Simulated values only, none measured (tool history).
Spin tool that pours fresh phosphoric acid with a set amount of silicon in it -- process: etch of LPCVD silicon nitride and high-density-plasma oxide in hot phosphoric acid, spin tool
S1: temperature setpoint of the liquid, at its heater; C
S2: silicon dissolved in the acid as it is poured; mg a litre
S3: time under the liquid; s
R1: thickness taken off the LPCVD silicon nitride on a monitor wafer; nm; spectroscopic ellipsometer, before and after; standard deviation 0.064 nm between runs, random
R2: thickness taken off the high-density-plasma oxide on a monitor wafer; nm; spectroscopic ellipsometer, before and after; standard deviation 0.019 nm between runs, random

run    day     S1    S2   S3       R1        R2
  1  0.000  160.0  24.0   95   6.7137  0.097453
  2  0.317  161.5  30.0  105   7.6693  0.078674
  3  0.383  161.5  22.0  105   7.8268  0.133810
  4  0.529  162.5  26.0  115   8.7348  0.173410
  5  0.642  162.5  19.0  115   8.7521  0.189990
  6  0.692  162.5  19.0  100   7.5508  0.141590
  7  1.021  163.0  27.5  110   8.5180  0.120100
  8  1.117  163.5  31.5  115   9.0594  0.141010
  9  1.429  163.5  31.5  115   9.1018  0.113590
 10  1.588  164.0  34.5  120   9.5451  0.070781
 11  1.825  164.0  33.5  125  10.0090  0.112600

Run 12 has not been measured yet. What should we expect?
 12  2.171  164.0  35.5  125   ?   ?

{"run 12": {"R1": 10.0, "R2": 0.10589}}
